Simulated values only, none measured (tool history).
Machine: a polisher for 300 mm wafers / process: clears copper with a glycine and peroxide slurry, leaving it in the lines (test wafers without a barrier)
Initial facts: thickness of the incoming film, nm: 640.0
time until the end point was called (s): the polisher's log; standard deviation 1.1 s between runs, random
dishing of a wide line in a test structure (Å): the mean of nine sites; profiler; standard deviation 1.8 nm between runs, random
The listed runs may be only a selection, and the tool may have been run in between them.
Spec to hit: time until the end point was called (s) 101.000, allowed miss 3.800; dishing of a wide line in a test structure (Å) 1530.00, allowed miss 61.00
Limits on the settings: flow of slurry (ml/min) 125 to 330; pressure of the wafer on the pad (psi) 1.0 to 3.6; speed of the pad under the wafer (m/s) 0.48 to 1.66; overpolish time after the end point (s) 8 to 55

run,hour,flow of slurry (ml/min),pressure of the wafer on the pad (psi),speed of the pad under the wafer (m/s),overpolish time after the end point (s),time until the end point was called (s),dishing of a wide line in a test structure (Å)
1,0.0,210,2.3,1.06,28,121.250,921.85
2,4.1,205,2.5,1.06,32,115.420,1079.90
3,9.7,205,2.6,1.06,34,110.930,1133.60
4,10.7,205,2.6,1.06,42,111.420,1305.40
5,18.8,210,2.7,1.06,43,106.330,1359.50
6,22.8,210,2.7,1.06,44,105.340,1384.00
7,29.0,220,2.8,1.06,47,103.780,1418.60
8,36.4,215,2.8,1.06,47,102.780,1432.10
9,43.7,210,2.8,1.06,47,103.530,1441.40
10,45.3,210,2.8,1.06,48,102.310,1453.20

Pick the move, out of 5, that brings all results within their allowed miss; only one does.
A,46.9,180,3.4,1.04,50,?,?
B,46.9,225,3.0,1.18,46,?,?
C,46.9,190,2.8,1.22,38,?,?
D,46.9,220,2.9,1.20,47,?,?
E,46.9,250,3.1,0.94,51,?,?

move,time until the end point was called (s),dishing of a wide line in a test structure (Å)
A,91.528,1607.50
B,90.336,1517.20
C,95.523,1322.80
D,92.099,1509.70
E,102.010,1532.30
A: carries the result that was furthest off beyond its target, to the other side
B: the worst result of the last run now meets its target, but another is out of spec
C: moves away from the targets compared with the last run
D: the worst result of the last run now meets its target, but another is out of spec
E: all results in spec
E is the move that brings every result within its allowed miss.

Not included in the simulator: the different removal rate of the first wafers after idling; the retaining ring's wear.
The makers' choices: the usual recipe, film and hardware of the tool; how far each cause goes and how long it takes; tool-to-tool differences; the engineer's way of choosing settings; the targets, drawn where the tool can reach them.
